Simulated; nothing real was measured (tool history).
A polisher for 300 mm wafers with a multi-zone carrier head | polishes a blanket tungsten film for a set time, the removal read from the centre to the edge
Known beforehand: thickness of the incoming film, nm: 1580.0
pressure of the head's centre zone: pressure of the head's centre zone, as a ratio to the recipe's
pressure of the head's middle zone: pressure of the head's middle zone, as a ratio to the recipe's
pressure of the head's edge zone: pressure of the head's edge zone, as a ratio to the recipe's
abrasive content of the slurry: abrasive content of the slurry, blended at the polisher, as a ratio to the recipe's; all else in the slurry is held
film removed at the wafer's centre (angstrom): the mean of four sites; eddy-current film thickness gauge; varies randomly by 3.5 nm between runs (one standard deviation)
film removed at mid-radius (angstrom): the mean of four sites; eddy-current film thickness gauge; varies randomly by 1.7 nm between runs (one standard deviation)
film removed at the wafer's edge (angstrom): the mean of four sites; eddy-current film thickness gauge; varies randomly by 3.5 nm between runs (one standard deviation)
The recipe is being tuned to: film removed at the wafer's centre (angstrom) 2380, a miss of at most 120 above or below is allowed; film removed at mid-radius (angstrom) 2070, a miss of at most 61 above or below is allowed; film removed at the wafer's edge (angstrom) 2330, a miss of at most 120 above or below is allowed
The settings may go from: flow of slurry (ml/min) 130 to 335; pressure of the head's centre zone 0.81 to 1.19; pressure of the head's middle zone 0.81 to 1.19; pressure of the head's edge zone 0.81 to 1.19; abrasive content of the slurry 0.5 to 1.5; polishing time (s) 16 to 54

run,hour,flow of slurry (ml/min),pressure of the head's centre zone,pressure of the head's middle zone,pressure of the head's edge zone,abrasive content of the slurry,polishing time (s),film removed at the wafer's centre (angstrom),film removed at mid-radius (angstrom),film removed at the wafer's edge (angstrom)
1,0,215,1,1,1,1,35,1798.4,1862.1,1854.4
2,2.9,215,1,1,1,1,32,1667.7,1696.1,1696.4
3,11.1,215,1,1,1,1,26,1309,1362.2,1429
4,19.7,215,1,1.05,1,1,26,1331.1,1415,1388.1
5,22.8,215,1,1.05,1,1,33,1668.8,1809,1772
6,26.3,220,1.03,1.03,1.05,1.15,33,1845.2,1843.8,1872.8
7,33.4,225,1.04,1.02,1.08,1.25,33,1861.9,1873.6,1957
8,35.4,225,1.04,1.02,1.08,1.25,33,1888.2,1889.2,1946.1
9,40.3,230,1.06,1.01,1.11,1.3,33,1907.8,1890.1,1994.3
10,42,230,1.09,1,1.13,1.35,34,2085.9,1932.1,2095.7
11,50.2,235,1.1,1,1.14,1.4,34,2094,1973,2111
12,55.2,235,1.11,0.99,1.15,1.45,35,2190.9,2050.1,2249.6

Of the 5 settings listed for the next run, only one would bring every result within its allowed miss of target. Which one?
A,60.2,185,1.02,0.94,1.19,1.3,39,?,?,?
B,60.2,240,1.01,1.06,1.17,1.45,36,?,?,?
C,60.2,275,1.12,0.94,1.14,1.35,37,?,?,?
D,60.2,245,1.06,1.01,1.18,1.5,33,?,?,?
E,60.2,240,1.03,0.99,1.13,1.5,35,?,?,?

move,film removed at the wafer's centre (angstrom),film removed at mid-radius (angstrom),film removed at the wafer's edge (angstrom)
A,2142.7,2045.1,2411.6
B,2072.3,2202.8,2307.4
C,2351.8,2033.4,2323.7
D,2014.9,1957.8,2147.1
E,2071.4,2038.3,2224.2
A: moves away from the targets compared with the last run
B: moves away from the targets compared with the last run
C: each result inside its tolerance
D: moves away from the targets compared with the last run
E: moves away from the targets compared with the last run
Answer: C
